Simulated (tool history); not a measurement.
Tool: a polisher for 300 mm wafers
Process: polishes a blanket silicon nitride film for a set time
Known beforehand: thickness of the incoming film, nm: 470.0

run  hour  flow of slurry (ml/min)  pressure of the wafer on the pad (kPa)  speed of the pad under the wafer (m/s)  polishing time (s)  film removed (nm)
  1   0.0                      230                                    33.8                                    1.10                  86             231.02
  2   4.9                      230                                    32.4                                    1.10                  86             221.14
  3   6.0                      230                                    32.4                                    0.86                  86             183.84
  4  14.6                      195                                    32.4                                    0.86                  86             179.40
  5  18.4                      200                                    33.1                                    0.86                  86             184.21
  6  25.5                      205                                    33.1                                    0.86                  86             182.30
  7  34.4                      210                                    33.1                                    0.86                  86             186.36

The next listed run, before its measurement:
  8  42.4                      215                                    33.1                                    0.86                  86                  ?

film removed (nm): 184.53

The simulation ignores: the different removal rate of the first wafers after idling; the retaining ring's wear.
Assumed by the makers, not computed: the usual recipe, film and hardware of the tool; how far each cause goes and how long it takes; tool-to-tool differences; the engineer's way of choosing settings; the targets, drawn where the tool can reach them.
